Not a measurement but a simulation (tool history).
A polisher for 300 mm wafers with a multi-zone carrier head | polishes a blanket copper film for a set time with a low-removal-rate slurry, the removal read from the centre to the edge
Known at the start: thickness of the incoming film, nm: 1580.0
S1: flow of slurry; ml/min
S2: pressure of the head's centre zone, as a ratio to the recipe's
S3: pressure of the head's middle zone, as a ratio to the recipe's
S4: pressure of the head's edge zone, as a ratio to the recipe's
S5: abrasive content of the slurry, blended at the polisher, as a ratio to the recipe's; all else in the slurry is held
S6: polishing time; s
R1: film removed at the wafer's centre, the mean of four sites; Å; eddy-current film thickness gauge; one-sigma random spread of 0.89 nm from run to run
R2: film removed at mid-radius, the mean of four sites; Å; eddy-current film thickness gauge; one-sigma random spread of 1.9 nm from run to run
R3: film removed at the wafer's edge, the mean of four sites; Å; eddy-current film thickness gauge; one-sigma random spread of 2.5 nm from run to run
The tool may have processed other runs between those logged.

Run 1, hour 0.0: S1 270 ml/min, S2 1.00, S3 1.00, S4 1.00, S5 1.0, S6 62 s. Result: R1 1851.0 Å, R2 1815.9 Å, R3 1891.2 Å.
Run 2, hour 5.4: S1 270 ml/min, S2 1.00, S3 1.00, S4 1.00, S5 1.0, S6 55 s. Result: R1 1653.3 Å, R2 1639.9 Å, R3 1646.1 Å.
Run 3, hour 7.4: S1 270 ml/min, S2 1.00, S3 0.94, S4 1.00, S5 1.0, S6 55 s. Result: R1 1645.1 Å, R2 1528.5 Å, R3 1665.9 Å.
Run 4, hour 11.4: S1 325 ml/min, S2 1.00, S3 0.94, S4 1.00, S5 1.0, S6 55 s. Result: R1 1676.3 Å, R2 1555.7 Å, R3 1720.6 Å.
Run 5, hour 15.5: S1 320 ml/min, S2 0.97, S3 0.92, S4 1.01, S5 1.0, S6 55 s. Result: R1 1624.1 Å, R2 1532.0 Å, R3 1720.4 Å.
Run 6, hour 17.4: S1 315 ml/min, S2 0.94, S3 0.90, S4 1.02, S5 1.0, S6 55 s. Result: R1 1571.4 Å, R2 1528.2 Å, R3 1716.1 Å.
Run 7, hour 23.4: S1 320 ml/min, S2 0.92, S3 0.88, S4 1.05, S5 1.0, S6 55 s. Result: R1 1538.7 Å, R2 1469.9 Å, R3 1710.5 Å.
Run 8, hour 27.4: S1 330 ml/min, S2 0.90, S3 0.87, S4 1.08, S5 1.0, S6 55 s. Result: R1 1501.4 Å, R2 1489.4 Å, R3 1789.7 Å.

Run 9 has not been measured yet. What should we expect?
Run 9, hour 31.3: S1 330 ml/min, S2 0.89, S3 0.86, S4 1.09, S5 1.0, S6 55 s. Result: R1 ?, R2 ?, R3 ?.

Run 9 measured R1 1479.2 Å, R2 1431.7 Å, R3 1776.1 Å.
